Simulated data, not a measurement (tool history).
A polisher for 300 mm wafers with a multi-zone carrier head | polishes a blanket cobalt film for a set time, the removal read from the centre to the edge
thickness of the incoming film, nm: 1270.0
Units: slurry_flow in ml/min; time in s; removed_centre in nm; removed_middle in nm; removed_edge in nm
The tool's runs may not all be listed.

run 1 hour=0 | slurry_flow=235 centre_zone=1 middle_zone=1 edge_zone=1 time=55 | removed_centre=254.31 removed_middle=257.32 removed_edge=244.93
run 2 hour=3 | slurry_flow=235 centre_zone=1 middle_zone=1 edge_zone=0.93 time=55 | removed_centre=253.51 removed_middle=256.48 removed_edge=236.96
run 3 hour=7.3 | slurry_flow=240 centre_zone=1.02 middle_zone=1.01 edge_zone=0.95 time=57 | removed_centre=268.96 removed_middle=268.09 removed_edge=250.9
run 4 hour=15.3 | slurry_flow=280 centre_zone=1.02 middle_zone=1.01 edge_zone=0.95 time=57 | removed_centre=273.45 removed_middle=274.44 removed_edge=258.27
run 5 hour=22.2 | slurry_flow=285 centre_zone=1.04 middle_zone=1.02 edge_zone=0.96 time=58 | removed_centre=284.95 removed_middle=276.05 removed_edge=260.3
run 6 hour=23.1 | slurry_flow=285 centre_zone=1.04 middle_zone=1.02 edge_zone=0.96 time=45 | removed_centre=219.69 removed_middle=217 removed_edge=204.47
run 7 hour=27.5 | slurry_flow=290 centre_zone=1.05 middle_zone=1.03 edge_zone=0.97 time=48 | removed_centre=238.2 removed_middle=231.23 removed_edge=218.93
run 8 hour=32.7 | slurry_flow=290 centre_zone=1.06 middle_zone=1.04 edge_zone=0.98 time=51 | removed_centre=256.66 removed_middle=247.44 removed_edge=224.56
run 9 hour=40.3 | slurry_flow=290 centre_zone=1.06 middle_zone=1.04 edge_zone=0.98 time=51 | removed_centre=255.22 removed_middle=247.98 removed_edge=227.83
-- hour=46.9 edge zone pressure recalibrated
run 10 hour=46.9 | slurry_flow=295 centre_zone=1.06 middle_zone=1.04 edge_zone=0.98 time=53 | removed_centre=267.58 removed_middle=261.73 removed_edge=241.75
run 11 hour=47.5 | slurry_flow=300 centre_zone=1.07 middle_zone=1.04 edge_zone=0.99 time=55 | removed_centre=276.3 removed_middle=272.89 removed_edge=261.95
run 12 hour=49.3 | slurry_flow=300 centre_zone=1.08 middle_zone=1.05 edge_zone=0.98 time=57 | removed_centre=291.8 removed_middle=281.48 removed_edge=275.04
run 13 hour=54.7 | slurry_flow=300 centre_zone=1.09 middle_zone=1.07 edge_zone=0.96 time=58 | removed_centre=298.21 removed_middle=292.88 removed_edge=268.84
run 14 hour=59.4 | slurry_flow=300 centre_zone=1.1 middle_zone=1.08 edge_zone=0.96 time=59 | removed_centre=307.73 removed_middle=290.88 removed_edge=274.95
run 15 hour=60.3 | slurry_flow=300 centre_zone=1.1 middle_zone=1.08 edge_zone=0.96 time=59 | removed_centre=311.22 removed_middle=295.53 removed_edge=266.59
run 16 hour=69 | slurry_flow=305 centre_zone=1.11 middle_zone=1.09 edge_zone=0.97 time=60 | removed_centre=317.52 removed_middle=305.24 removed_edge=280.78
run 17 hour=76.7 | slurry_flow=305 centre_zone=1.12 middle_zone=1.1 edge_zone=0.97 time=61 | removed_centre=321.89 removed_middle=314.49 removed_edge=280.25

Run 18 comes next. What will it give?
run 18 hour=84.1 | slurry_flow=310 centre_zone=1.13 middle_zone=1.1 edge_zone=0.97 time=62 | removed_centre=? removed_middle=? removed_edge=?

Run 18 gave removed_centre 335.84 nm, removed_middle 313.72 nm, removed_edge 289.38 nm.

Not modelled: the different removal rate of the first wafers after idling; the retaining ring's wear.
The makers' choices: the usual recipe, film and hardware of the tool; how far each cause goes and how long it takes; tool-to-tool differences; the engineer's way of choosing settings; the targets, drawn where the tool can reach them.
